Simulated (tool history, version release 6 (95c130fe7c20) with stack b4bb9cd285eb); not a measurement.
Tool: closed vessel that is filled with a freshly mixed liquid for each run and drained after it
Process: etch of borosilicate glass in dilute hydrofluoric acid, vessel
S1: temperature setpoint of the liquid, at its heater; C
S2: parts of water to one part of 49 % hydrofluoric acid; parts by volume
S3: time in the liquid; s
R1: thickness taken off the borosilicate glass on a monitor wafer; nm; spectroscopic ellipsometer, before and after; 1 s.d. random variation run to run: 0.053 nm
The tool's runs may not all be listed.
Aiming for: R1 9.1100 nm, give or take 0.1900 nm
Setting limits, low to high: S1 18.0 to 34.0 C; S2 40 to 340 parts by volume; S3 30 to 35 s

{"run": 1, "hour": 0.0, "S1": 26.0, "S2": 190, "S3": 35, "R1": 5.1807}
{"run": 2, "hour": 6.9, "S1": 28.0, "S2": 190, "S3": 35, "R1": 5.5639}
{"run": 3, "hour": 11.8, "S1": 29.5, "S2": 180, "S3": 35, "R1": 6.2115}
{"run": 4, "hour": 18.7, "S1": 30.5, "S2": 170, "S3": 35, "R1": 6.9239}
{"hour": 23.9, "done": "hydrofluoric acid flow meter replaced"}
{"run": 5, "hour": 23.9, "S1": 31.5, "S2": 165, "S3": 35, "R1": 8.092}
{"run": 6, "hour": 29.7, "S1": 32.0, "S2": 165, "S3": 35, "R1": 8.1447}
{"run": 7, "hour": 35.5, "S1": 32.5, "S2": 165, "S3": 35, "R1": 8.3358}
{"run": 8, "hour": 44.3, "S1": 33.0, "S2": 165, "S3": 35, "R1": 8.4722}

Pick the move, out of 4, that brings all results within their allowed miss; only one does.
{"run": "A", "hour": 53.1, "S1": 34.0, "S2": 165, "S3": 35, "R1": "?"}
{"run": "B", "hour": 53.1, "S1": 34.0, "S2": 180, "S3": 35, "R1": "?"}
{"run": "C", "hour": 53.1, "S1": 34.0, "S2": 155, "S3": 35, "R1": "?"}
{"run": "D", "hour": 53.1, "S1": 33.0, "S2": 155, "S3": 35, "R1": "?"}

move=A R1=8.6698
move=B R1=7.7839
move=C R1=9.3601
move=D R1=9.0427
A: nearer the targets than the last run, but a result is still out of spec
B: misses by more than the last run did
C: carries the result that was furthest off beyond its target, to the other side
D: every result within its allowed miss
The move that meets every target is D.

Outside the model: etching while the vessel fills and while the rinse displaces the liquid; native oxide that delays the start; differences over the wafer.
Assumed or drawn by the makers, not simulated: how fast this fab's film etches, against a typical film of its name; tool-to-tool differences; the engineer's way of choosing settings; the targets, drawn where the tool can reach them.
